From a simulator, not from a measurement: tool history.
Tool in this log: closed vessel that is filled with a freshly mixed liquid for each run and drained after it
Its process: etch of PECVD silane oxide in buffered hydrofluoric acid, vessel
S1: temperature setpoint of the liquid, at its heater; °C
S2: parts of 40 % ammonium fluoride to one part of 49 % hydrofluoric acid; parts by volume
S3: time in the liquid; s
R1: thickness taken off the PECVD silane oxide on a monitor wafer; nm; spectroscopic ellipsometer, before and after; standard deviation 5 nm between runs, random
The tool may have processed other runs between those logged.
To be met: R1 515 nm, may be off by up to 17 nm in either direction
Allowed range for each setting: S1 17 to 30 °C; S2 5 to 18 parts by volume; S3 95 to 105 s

run,day,S1,S2,S3,R1
1,0,22,11,95,238.76
2,0.029,24.5,11,95,272.28
3,0.396,24.5,8.5,95,341.45
4,0.521,26,8,95,399.36
5,0.75,27,8,95,418.74
6,0.896,27.5,8,95,425.47
7,0.996,30,7,95,570.08
8,1.058,29.5,7,95,553.43

Exactly one of the 5 candidate moves below puts every result within its allowed miss. Which one?
A,1.121,28,6.5,105,?
B,1.121,28.5,7.5,95,?
C,1.121,28.5,6,95,?
D,1.121,29,7,100,?
E,1.121,27,6.5,95,?

move,R1
A,592.14
B,478.91
C,589.51
D,557.56
E,508
A: misses by more than the last run did
B: moves the result that the last run missed by most past its target, out the other side
C: misses by more than the last run did
D: misses by more than the last run did
E: all results in spec
E is the move that brings every result within its allowed miss.

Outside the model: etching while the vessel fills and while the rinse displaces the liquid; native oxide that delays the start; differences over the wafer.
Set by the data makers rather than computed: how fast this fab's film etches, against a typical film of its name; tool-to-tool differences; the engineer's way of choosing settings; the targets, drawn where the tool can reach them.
